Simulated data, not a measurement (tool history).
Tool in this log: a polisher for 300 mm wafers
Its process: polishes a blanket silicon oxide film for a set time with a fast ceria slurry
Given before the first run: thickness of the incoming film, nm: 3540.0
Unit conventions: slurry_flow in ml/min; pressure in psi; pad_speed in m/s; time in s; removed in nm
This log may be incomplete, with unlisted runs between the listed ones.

{"run": 1, "hour": 0.0, "slurry_flow": 145, "pressure": 1.9, "pad_speed": 1.1, "time": 43, "removed": 480.53}
{"run": 2, "hour": 1.4, "slurry_flow": 145, "pressure": 1.9, "pad_speed": 1.22, "time": 43, "removed": 514.64}
{"run": 3, "hour": 10.0, "slurry_flow": 145, "pressure": 1.9, "pad_speed": 1.22, "time": 39, "removed": 468.05}
{"run": 4, "hour": 15.1, "slurry_flow": 145, "pressure": 1.9, "pad_speed": 1.08, "time": 39, "removed": 432.59}
{"run": 5, "hour": 23.2, "slurry_flow": 175, "pressure": 1.9, "pad_speed": 1.08, "time": 39, "removed": 453.34}
{"run": 6, "hour": 29.6, "slurry_flow": 140, "pressure": 1.9, "pad_speed": 1.08, "time": 39, "removed": 425.86}

For run 7, what comes out?
{"hour": 36.0, "done": "slurry nozzle cleaned"}
{"run": 7, "hour": 36.0, "slurry_flow": 140, "pressure": 1.9, "pad_speed": 1.08, "time": 39, "removed": "?"}

{"run 7": {"removed": 475.23}}

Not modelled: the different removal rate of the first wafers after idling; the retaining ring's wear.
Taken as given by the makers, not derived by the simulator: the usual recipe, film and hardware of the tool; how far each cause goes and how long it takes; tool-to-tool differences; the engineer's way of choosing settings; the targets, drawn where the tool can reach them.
